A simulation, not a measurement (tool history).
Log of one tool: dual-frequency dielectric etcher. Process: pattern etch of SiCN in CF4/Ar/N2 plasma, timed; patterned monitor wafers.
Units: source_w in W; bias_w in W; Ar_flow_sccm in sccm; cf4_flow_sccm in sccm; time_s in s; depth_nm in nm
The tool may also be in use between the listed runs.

{"run": 1, "day": 0.0, "source_w": 410, "bias_w": 80, "Ar_flow_sccm": 70, "cf4_flow_sccm": 64, "time_s": 104, "depth_nm": 81.471}
{"run": 2, "day": 0.212, "source_w": 410, "bias_w": 80, "Ar_flow_sccm": 70, "cf4_flow_sccm": 58, "time_s": 104, "depth_nm": 80.165}
{"run": 3, "day": 0.508, "source_w": 380, "bias_w": 79, "Ar_flow_sccm": 70, "cf4_flow_sccm": 58, "time_s": 104, "depth_nm": 73.87}
{"run": 4, "day": 0.858, "source_w": 360, "bias_w": 79, "Ar_flow_sccm": 70, "cf4_flow_sccm": 58, "time_s": 104, "depth_nm": 69.394}
{"run": 5, "day": 1.1, "source_w": 350, "bias_w": 79, "Ar_flow_sccm": 70, "cf4_flow_sccm": 58, "time_s": 104, "depth_nm": 67.376}
{"run": 6, "day": 1.15, "source_w": 340, "bias_w": 79, "Ar_flow_sccm": 70, "cf4_flow_sccm": 58, "time_s": 104, "depth_nm": 65.634}

Forecast run 7:
{"run": 7, "day": 1.471, "source_w": 330, "bias_w": 79, "Ar_flow_sccm": 70, "cf4_flow_sccm": 58, "time_s": 104, "depth_nm": "?"}

depth_nm: 63.331 nm
